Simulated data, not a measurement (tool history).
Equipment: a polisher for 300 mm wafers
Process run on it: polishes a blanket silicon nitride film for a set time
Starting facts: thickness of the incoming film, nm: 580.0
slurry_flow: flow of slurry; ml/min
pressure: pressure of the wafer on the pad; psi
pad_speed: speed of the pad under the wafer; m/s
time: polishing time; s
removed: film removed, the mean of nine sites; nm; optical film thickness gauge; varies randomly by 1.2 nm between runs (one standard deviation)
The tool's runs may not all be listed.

run,hour,slurry_flow,pressure,pad_speed,time,removed
1,0,280,4.3,1.36,37,112.61
2,1.4,325,4.3,1.36,37,115.79
3,3.1,325,4.3,1.52,37,124.46
4,10.6,325,4.3,1.52,37,125.08
5,19.6,360,4.3,1.52,37,125.36
6,25.9,360,3.7,1.5,37,106.93

Expected results for the next run?
7,34,360,3.4,1.48,37,?

{"run 7": {"removed": 99.858}}

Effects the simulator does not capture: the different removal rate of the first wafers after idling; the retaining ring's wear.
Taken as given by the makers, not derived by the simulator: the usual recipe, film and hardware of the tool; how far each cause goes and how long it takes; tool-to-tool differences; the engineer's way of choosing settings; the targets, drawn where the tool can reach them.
